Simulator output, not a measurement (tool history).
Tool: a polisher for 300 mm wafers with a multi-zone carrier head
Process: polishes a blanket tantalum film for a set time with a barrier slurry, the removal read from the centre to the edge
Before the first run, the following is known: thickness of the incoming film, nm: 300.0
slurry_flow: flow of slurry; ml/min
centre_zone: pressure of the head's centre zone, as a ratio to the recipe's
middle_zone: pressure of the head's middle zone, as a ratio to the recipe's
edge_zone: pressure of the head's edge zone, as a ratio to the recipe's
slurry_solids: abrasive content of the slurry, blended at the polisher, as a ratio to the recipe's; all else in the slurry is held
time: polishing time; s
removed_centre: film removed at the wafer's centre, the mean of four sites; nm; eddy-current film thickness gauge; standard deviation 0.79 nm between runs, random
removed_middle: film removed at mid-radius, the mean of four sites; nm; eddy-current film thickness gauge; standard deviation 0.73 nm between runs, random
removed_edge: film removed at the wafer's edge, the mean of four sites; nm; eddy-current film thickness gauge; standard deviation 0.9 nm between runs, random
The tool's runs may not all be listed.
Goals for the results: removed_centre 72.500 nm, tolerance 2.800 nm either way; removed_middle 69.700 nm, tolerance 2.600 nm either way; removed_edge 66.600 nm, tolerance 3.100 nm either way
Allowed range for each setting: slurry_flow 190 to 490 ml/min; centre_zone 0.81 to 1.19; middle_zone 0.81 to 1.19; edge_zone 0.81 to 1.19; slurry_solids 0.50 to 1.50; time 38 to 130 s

| run | day | slurry_flow | centre_zone | middle_zone | edge_zone | slurry_solids | time | removed_centre | removed_middle | removed_edge |
|---|---|---|---|---|---|---|---|---|---|---|
| 1 | 0.000 | 315 | 1.00 | 1.00 | 1.00 | 1.00 | 84 | 85.997 | 82.257 | 82.075 |
| 2 | 0.162 | 315 | 1.00 | 1.00 | 0.98 | 0.90 | 83 | 79.136 | 79.817 | 78.778 |
| 3 | 0.429 | 315 | 1.02 | 0.99 | 0.96 | 0.85 | 82 | 76.734 | 73.140 | 73.435 |
| 4 | 0.517 | 315 | 1.02 | 1.04 | 0.96 | 0.85 | 82 | 78.605 | 77.708 | 72.793 |
| 5 | 0.758 | 315 | 1.02 | 1.03 | 0.94 | 0.85 | 82 | 78.616 | 75.966 | 72.839 |
| 6 | 1.071 | 315 | 1.02 | 1.03 | 0.92 | 0.85 | 82 | 78.802 | 76.800 | 72.217 |
| 7 | 1.250 | 315 | 1.02 | 1.02 | 0.91 | 0.80 | 82 | 74.336 | 72.541 | 68.544 |
| 8 | 1.583 | 315 | 1.02 | 1.02 | 0.90 | 0.80 | 82 | 74.792 | 73.563 | 68.997 |
| 9 | 1.829 | 315 | 1.02 | 1.01 | 0.89 | 0.80 | 82 | 74.314 | 71.787 | 68.828 |
| 10 | 2.108 | 315 | 1.02 | 1.01 | 0.88 | 0.80 | 82 | 76.927 | 71.369 | 68.771 |
| 11 | 2.325 | 315 | 1.01 | 1.01 | 0.88 | 0.80 | 82 | 73.820 | 72.948 | 68.944 |

Which of these 4 next moves meets every target?
| A | 2.542 | 325 | 1.02 | 1.15 | 0.81 | 1.00 | 69 | ? | ? | ? |
| B | 2.542 | 300 | 0.92 | 0.92 | 0.93 | 0.75 | 90 | ? | ? | ? |
| C | 2.542 | 315 | 0.98 | 0.97 | 0.85 | 1.05 | 71 | ? | ? | ? |
| D | 2.542 | 370 | 0.98 | 1.01 | 0.95 | 0.80 | 85 | ? | ? | ? |

| move | removed_centre | removed_middle | removed_edge |
|---|---|---|---|
| A | 71.501 | 78.161 | 61.097 |
| B | 71.246 | 71.465 | 72.169 |
| C | 71.864 | 70.783 | 65.525 |
| D | 76.392 | 77.693 | 72.872 |
A: misses by more than the last run did
B: brings the result that was furthest off to its target, and leaves another outside
C: in spec on every target
D: misses by more than the last run did
Move C is the one to make.
